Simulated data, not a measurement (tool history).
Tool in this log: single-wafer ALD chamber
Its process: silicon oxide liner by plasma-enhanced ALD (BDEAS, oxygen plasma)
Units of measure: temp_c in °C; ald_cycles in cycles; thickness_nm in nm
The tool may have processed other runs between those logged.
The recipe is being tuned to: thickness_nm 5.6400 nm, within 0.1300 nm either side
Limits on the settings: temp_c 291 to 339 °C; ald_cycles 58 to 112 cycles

| run | hour | temp_c | ald_cycles | thickness_nm |
|---|---|---|---|---|
| 1 | 0.0 | 315 | 85 | 7.4871 |
| 2 | 3.6 | 316 | 78 | 6.8875 |
| 3 | 11.5 | 316 | 84 | 7.4199 |
| 4 | 20.1 | 320 | 84 | 7.3278 |
| 5 | 23.7 | 321 | 78 | 6.8372 |
| 6 | 24.4 | 330 | 78 | 6.7438 |
| 7 | 33.4 | 330 | 74 | 6.3848 |
| 8 | 35.6 | 330 | 71 | 6.1225 |
| 9 | 39.3 | 330 | 69 | 5.9569 |
| 10 | 43.0 | 330 | 68 | 5.9186 |

Consider the 5 candidate settings below. Which is the only one whose results all fall within their allowed miss of target?
| A | 46.7 | 335 | 62 | ? |
| B | 46.7 | 307 | 60 | ? |
| C | 46.7 | 326 | 61 | ? |
| D | 46.7 | 331 | 65 | ? |
| E | 46.7 | 337 | 62 | ? |

| move | thickness_nm |
|---|---|
| A | 5.2804 |
| B | 5.2945 |
| C | 5.2555 |
| D | 5.5645 |
| E | 5.2668 |
A: moves the result that the last run missed by most past its target, out the other side
B: moves the result that the last run missed by most past its target, out the other side
C: moves the result that the last run missed by most past its target, out the other side
D: all results land within tolerance of their targets
E: moves the result that the last run missed by most past its target, out the other side
So the answer is move D, the one that meets all the targets.
